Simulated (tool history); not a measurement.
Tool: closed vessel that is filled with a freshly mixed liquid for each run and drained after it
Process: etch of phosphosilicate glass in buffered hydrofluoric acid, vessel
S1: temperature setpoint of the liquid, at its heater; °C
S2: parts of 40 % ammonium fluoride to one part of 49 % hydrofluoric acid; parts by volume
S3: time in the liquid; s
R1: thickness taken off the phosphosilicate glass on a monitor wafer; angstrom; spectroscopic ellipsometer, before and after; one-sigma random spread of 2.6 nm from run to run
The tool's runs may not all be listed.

run,hour,S1,S2,S3,R1
1,0.0,25.0,18.0,95,1868.3
2,4.3,25.0,20.0,95,1685.4
3,8.7,27.0,18.5,95,2014.3
4,17.1,27.0,22.5,95,1719.2
5,18.9,27.0,19.5,95,1910.0
6,24.7,27.0,16.0,95,2316.3
7,28.6,28.5,16.0,95,2514.3

Run 8 is up next; what results do you expect?
8,30.3,29.5,16.0,95,?

R1: 2647.0 angstrom
